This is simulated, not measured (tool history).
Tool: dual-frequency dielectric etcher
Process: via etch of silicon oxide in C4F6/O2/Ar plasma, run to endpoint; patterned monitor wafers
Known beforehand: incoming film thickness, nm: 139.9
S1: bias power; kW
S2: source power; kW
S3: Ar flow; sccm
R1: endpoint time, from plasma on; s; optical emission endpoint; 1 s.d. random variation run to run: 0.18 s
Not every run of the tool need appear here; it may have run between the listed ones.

run	day	S1	S2	S3	R1
1	0	0.336	0.4	359	36.157
2	0.296	0.36	0.4	359	35.506
3	0.667	0.36	0.4	315	34.774
4	0.908	0.394	0.4	315	33.935
5	0.975	0.411	0.41	313	32.868
6	1.292	0.423	0.41	312	32.739
7	1.629	0.423	0.41	312	33.15
8	1.688	0.431	0.42	309	32.342

For run 9, what comes out?
9	1.838	0.439	0.42	308	?

{"run 9": {"R1": 32.324}}

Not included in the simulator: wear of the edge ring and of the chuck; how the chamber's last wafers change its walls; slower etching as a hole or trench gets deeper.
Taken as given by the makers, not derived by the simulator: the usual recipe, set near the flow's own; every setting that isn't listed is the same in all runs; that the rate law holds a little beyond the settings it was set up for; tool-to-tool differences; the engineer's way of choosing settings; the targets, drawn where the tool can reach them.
